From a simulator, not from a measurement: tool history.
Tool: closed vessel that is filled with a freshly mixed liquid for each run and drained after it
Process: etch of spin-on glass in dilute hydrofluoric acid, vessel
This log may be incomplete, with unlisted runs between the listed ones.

run	hour	temperature setpoint of the liquid (K)	parts of water to one part of 49 % hydrofluoric acid (parts by volume)	time in the liquid (s)	thickness taken off the spin-on glass on a monitor wafer (nm)
1	0	298.15	285	35	5.9135
2	8.6	297.15	285	35	5.7726
3	9.4	297.15	215	35	8.2061
4	15.6	297.15	315	35	5.025
5	23.9	296.65	315	35	5.0297
6	26	296.15	315	35	4.811
7	32.1	295.65	315	35	4.7981

What will run 8 give?
8	37.2	295.65	315	35	?

Run 8 came out at thickness taken off the spin-on glass on a monitor wafer (nm) 4.8118.
